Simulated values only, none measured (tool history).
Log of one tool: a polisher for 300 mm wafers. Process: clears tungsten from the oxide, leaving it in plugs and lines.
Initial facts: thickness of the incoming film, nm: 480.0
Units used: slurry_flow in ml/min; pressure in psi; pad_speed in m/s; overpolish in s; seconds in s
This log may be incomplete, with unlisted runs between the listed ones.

run  hour  slurry_flow  pressure  pad_speed  slurry_solids  overpolish  seconds
  1   0.0          260       3.9       1.02           1.00          42  123.830
  2   7.2          235       3.9       1.02           1.00          42  124.440
  3  14.5          235       3.9       1.02           1.00          44  128.110
  4  21.1          235       4.4       1.02           1.00          44  112.490
  5  25.7          235       4.4       1.02           1.15          44  109.810
  6  34.5          270       4.4       1.02           1.15          44  105.950
  7  38.8          270       4.7       1.02           1.15          44   98.853
  8  43.5          270       4.9       1.02           1.15          44   96.954

Forecast run 9:
  9  44.5          270       5.1       1.04           1.15          44        ?

{"run 9": {"seconds": 92.851}}
